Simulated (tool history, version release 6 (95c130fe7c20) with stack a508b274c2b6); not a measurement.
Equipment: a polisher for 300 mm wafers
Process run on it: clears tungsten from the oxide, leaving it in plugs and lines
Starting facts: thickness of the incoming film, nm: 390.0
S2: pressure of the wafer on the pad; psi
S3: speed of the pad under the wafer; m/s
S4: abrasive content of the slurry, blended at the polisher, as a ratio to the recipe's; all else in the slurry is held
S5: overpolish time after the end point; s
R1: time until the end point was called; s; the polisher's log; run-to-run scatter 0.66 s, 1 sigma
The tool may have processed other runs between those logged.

{"run": 1, "day": 0.0, "flow of slurry (ml/min)": 285, "S2": 3.1, "S3": 1.32, "S4": 1, "S5": 8, "R1": 65.571}
{"run": 2, "day": 0.117, "flow of slurry (ml/min)": 285, "S2": 3.1, "S3": 1.32, "S4": 1, "S5": 8, "R1": 64.89}
{"run": 3, "day": 0.254, "flow of slurry (ml/min)": 285, "S2": 3.3, "S3": 1.32, "S4": 1, "S5": 8, "R1": 61.733}
{"run": 4, "day": 0.471, "flow of slurry (ml/min)": 285, "S2": 3.3, "S3": 1.32, "S4": 1, "S5": 8, "R1": 63.276}
{"run": 5, "day": 0.575, "flow of slurry (ml/min)": 285, "S2": 3.5, "S3": 1.34, "S4": 1, "S5": 8, "R1": 59.409}
{"run": 6, "day": 0.638, "flow of slurry (ml/min)": 285, "S2": 3.7, "S3": 1.36, "S4": 1, "S5": 8, "R1": 53.679}
{"run": 7, "day": 0.683, "flow of slurry (ml/min)": 285, "S2": 3.8, "S3": 1.36, "S4": 1, "S5": 8, "R1": 54.392}
{"run": 8, "day": 0.912, "flow of slurry (ml/min)": 285, "S2": 3.8, "S3": 1.36, "S4": 1, "S5": 8, "R1": 53.918}
{"run": 9, "day": 1.067, "flow of slurry (ml/min)": 285, "S2": 3.9, "S3": 1.36, "S4": 1, "S5": 8, "R1": 51.442}

What will run 10 give?
{"run": 10, "day": 1.383, "flow of slurry (ml/min)": 285, "S2": 4, "S3": 1.36, "S4": 1, "S5": 8, "R1": "?"}

{"run 10": {"R1": 50.784}}

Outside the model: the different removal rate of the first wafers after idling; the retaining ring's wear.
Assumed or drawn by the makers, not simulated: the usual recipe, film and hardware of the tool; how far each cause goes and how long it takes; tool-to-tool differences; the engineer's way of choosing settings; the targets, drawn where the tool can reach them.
